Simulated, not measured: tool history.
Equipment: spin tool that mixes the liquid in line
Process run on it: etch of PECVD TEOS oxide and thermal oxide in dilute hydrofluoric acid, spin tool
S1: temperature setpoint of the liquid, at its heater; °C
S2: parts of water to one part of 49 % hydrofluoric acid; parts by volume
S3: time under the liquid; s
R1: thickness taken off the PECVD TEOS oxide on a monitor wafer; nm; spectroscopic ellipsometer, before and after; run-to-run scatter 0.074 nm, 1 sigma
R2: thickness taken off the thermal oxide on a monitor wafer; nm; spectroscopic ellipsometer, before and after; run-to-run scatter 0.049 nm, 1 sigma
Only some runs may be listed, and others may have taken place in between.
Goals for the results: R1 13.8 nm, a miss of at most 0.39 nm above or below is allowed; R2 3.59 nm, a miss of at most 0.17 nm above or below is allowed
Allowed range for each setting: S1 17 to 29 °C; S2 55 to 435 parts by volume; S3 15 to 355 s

run	hour	S1	S2	S3	R1	R2
1	0	21	245	180	10.619	2.8175
2	5.2	21	180	180	15.536	3.9227
3	11.3	20	180	180	14.879	3.8067
4	13.8	20	180	230	19.072	4.9556
5	20.4	20	130	230	27.549	7.1182
6	24.9	19.5	155	230	22.147	5.6891
7	31.5	19	170	230	19.51	5.0569
8	36.3	18.5	180	230	17.923	4.69
9	44.3	18	190	230	16.577	4.3754
10	46.3	17	225	230	12.883	3.3226
11	50.7	17.5	225	230	13.232	3.4033

Next run, 4 choices. One meets every target within its allowed miss, the rest don't. Which?
A	55.1	17	200	195	?	?
B	55.1	18	220	210	?	?
C	55.1	18	280	305	?	?
D	55.1	17	70	60	?	?

move	R1	R2
A	12.656	3.3314
B	12.655	3.3312
C	13.689	3.6032
D	12.66	3.3324
A: lands further from the targets than the last run did
B: lands further from the targets than the last run did
C: all results land within tolerance of their targets
D: lands further from the targets than the last run did
The right move is C.
